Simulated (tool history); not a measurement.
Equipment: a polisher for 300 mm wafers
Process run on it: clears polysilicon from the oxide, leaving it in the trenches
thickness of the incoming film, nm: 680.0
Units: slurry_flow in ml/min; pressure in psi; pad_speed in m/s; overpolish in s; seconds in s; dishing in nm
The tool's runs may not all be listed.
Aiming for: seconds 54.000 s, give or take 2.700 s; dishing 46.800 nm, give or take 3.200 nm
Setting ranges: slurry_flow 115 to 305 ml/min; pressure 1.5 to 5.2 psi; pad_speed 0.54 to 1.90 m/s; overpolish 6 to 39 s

| run | hour | slurry_flow | pressure | pad_speed | overpolish | seconds | dishing |
|---|---|---|---|---|---|---|---|
| 1 | 0.0 | 195 | 3.3 | 1.22 | 20 | 33.299 | 56.877 |
| 2 | 5.3 | 195 | 2.9 | 1.20 | 16 | 38.039 | 54.845 |
| 3 | 8.2 | 195 | 2.5 | 1.22 | 13 | 42.529 | 54.584 |
| 4 | 12.7 | 200 | 2.2 | 1.24 | 11 | 47.470 | 53.934 |
| 5 | 13.4 | 205 | 2.0 | 1.28 | 10 | 49.352 | 51.467 |
| 6 | 16.7 | 205 | 2.7 | 1.28 | 10 | 38.790 | 53.806 |
| 7 | 17.8 | 235 | 2.4 | 1.30 | 9 | 40.540 | 51.288 |
| 8 | 23.7 | 250 | 2.1 | 1.28 | 8 | 46.435 | 49.839 |
| 9 | 29.1 | 260 | 2.0 | 1.28 | 7 | 48.527 | 46.893 |
| 10 | 37.0 | 260 | 2.0 | 1.28 | 7 | 49.847 | 47.220 |

Below are 4 possible settings for the next run. Only one of them brings all results inside the allowed miss of their targets. Which is it?
| A | 44.9 | 305 | 2.0 | 1.46 | 7 | ? | ? |
| B | 44.9 | 305 | 1.5 | 1.86 | 6 | ? | ? |
| C | 44.9 | 280 | 1.9 | 1.44 | 6 | ? | ? |
| D | 44.9 | 280 | 1.9 | 1.24 | 8 | ? | ? |

| move | seconds | dishing |
|---|---|---|
| A | 43.555 | 48.049 |
| B | 46.106 | 44.567 |
| C | 46.664 | 44.352 |
| D | 53.099 | 47.047 |
A: lands further from the targets than the last run did
B: lands further from the targets than the last run did
C: lands further from the targets than the last run did
D: each result inside its tolerance
D is the move that brings every result within its allowed miss.

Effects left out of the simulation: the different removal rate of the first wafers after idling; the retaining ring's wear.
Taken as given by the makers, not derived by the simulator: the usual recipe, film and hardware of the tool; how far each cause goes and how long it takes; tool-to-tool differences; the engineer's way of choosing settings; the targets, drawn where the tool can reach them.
